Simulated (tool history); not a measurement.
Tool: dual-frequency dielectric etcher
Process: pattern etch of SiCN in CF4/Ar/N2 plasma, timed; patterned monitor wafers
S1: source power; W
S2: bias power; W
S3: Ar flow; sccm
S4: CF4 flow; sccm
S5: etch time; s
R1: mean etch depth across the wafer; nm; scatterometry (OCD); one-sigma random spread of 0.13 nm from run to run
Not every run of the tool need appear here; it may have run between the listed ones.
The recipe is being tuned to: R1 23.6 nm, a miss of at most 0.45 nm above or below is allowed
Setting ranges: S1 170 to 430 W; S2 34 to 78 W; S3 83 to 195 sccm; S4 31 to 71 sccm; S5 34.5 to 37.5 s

{"run": 1, "hour": 0.0, "S1": 300, "S2": 56, "S3": 139, "S4": 51, "S5": 37.5, "R1": 18.527}
{"run": 2, "hour": 1.1, "S1": 300, "S2": 56, "S3": 163, "S4": 51, "S5": 37.5, "R1": 18.253}
{"run": 3, "hour": 4.4, "S1": 250, "S2": 56, "S3": 163, "S4": 51, "S5": 37.5, "R1": 15.797}
{"run": 4, "hour": 8.5, "S1": 250, "S2": 56, "S3": 163, "S4": 51, "S5": 34.5, "R1": 14.519}
{"run": 5, "hour": 12.7, "S1": 250, "S2": 56, "S3": 147, "S4": 51, "S5": 34.5, "R1": 14.735}
{"run": 6, "hour": 14.4, "S1": 270, "S2": 56, "S3": 147, "S4": 51, "S5": 34.5, "R1": 15.68}
{"run": 7, "hour": 16.0, "S1": 290, "S2": 56, "S3": 147, "S4": 51, "S5": 34.5, "R1": 16.386}
{"run": 8, "hour": 23.7, "S1": 310, "S2": 56, "S3": 147, "S4": 51, "S5": 34.5, "R1": 17.523}
{"run": 9, "hour": 32.1, "S1": 330, "S2": 56, "S3": 147, "S4": 51, "S5": 34.5, "R1": 18.348}
{"run": 10, "hour": 34.9, "S1": 340, "S2": 56, "S3": 147, "S4": 51, "S5": 34.5, "R1": 18.659}
{"run": 11, "hour": 37.4, "S1": 350, "S2": 56, "S3": 147, "S4": 51, "S5": 34.5, "R1": 18.977}
{"run": 12, "hour": 39.6, "S1": 360, "S2": 57, "S3": 146, "S4": 51, "S5": 34.5, "R1": 19.778}
{"run": 13, "hour": 42.3, "S1": 370, "S2": 57, "S3": 146, "S4": 51, "S5": 34.5, "R1": 19.908}
{"run": 14, "hour": 50.8, "S1": 380, "S2": 58, "S3": 145, "S4": 51, "S5": 34.5, "R1": 20.639}
{"run": 15, "hour": 56.2, "S1": 390, "S2": 59, "S3": 144, "S4": 51, "S5": 34.5, "R1": 21.449}
{"run": 16, "hour": 58.0, "S1": 400, "S2": 59, "S3": 144, "S4": 51, "S5": 34.5, "R1": 21.809}
{"run": 17, "hour": 59.9, "S1": 420, "S2": 60, "S3": 143, "S4": 51, "S5": 34.5, "R1": 23.085}

Next run, 5 choices. One meets every target within its allowed miss, the rest don't. Which?
{"run": "A", "hour": 61.8, "S1": 380, "S2": 61, "S3": 149, "S4": 60, "S5": 36.5, "R1": "?"}
{"run": "B", "hour": 61.8, "S1": 380, "S2": 69, "S3": 142, "S4": 38, "S5": 34.5, "R1": "?"}
{"run": "C", "hour": 61.8, "S1": 420, "S2": 55, "S3": 156, "S4": 46, "S5": 36, "R1": "?"}
{"run": "D", "hour": 61.8, "S1": 410, "S2": 59, "S3": 143, "S4": 51, "S5": 34.5, "R1": "?"}
{"run": "E", "hour": 61.8, "S1": 390, "S2": 65, "S3": 127, "S4": 39, "S5": 36, "R1": "?"}

move=A R1=22.856
move=B R1=22.397
move=C R1=22.128
move=D R1=22.261
move=E R1=23.481
A: the biggest miss grows against the last run
B: the biggest miss grows against the last run
C: the biggest miss grows against the last run
D: the biggest miss grows against the last run
E: all results land within tolerance of their targets
So the answer is move E, the one that meets all the targets.

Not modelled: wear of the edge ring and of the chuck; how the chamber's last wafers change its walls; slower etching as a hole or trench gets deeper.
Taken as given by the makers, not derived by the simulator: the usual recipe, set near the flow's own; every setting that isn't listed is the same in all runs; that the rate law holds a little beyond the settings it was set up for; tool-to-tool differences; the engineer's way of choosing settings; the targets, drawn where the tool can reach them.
